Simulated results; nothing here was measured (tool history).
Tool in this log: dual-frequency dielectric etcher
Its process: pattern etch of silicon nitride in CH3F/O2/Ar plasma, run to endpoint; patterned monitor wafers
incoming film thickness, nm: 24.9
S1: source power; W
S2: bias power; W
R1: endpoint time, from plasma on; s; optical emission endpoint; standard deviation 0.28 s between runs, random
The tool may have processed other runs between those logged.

| run | hour | S1 | S2 | R1 |
|---|---|---|---|---|
| 1 | 0.0 | 280 | 91 | 35.987 |
| 2 | 5.4 | 250 | 91 | 39.254 |
| 3 | 11.8 | 250 | 106 | 37.298 |
| 4 | 19.8 | 210 | 106 | 41.087 |
| 5 | 26.5 | 210 | 91 | 43.589 |
| 6 | 32.8 | 180 | 91 | 49.203 |
| 7 | 39.4 | 240 | 99 | 38.974 |
| 8 | 47.1 | 250 | 100 | 38.152 |
| 9 | 54.1 | 260 | 101 | 36.885 |

Predict the results of run 10:
| 10 | 58.0 | 270 | 102 | ? |

{"run 10": {"R1": 36.522}}
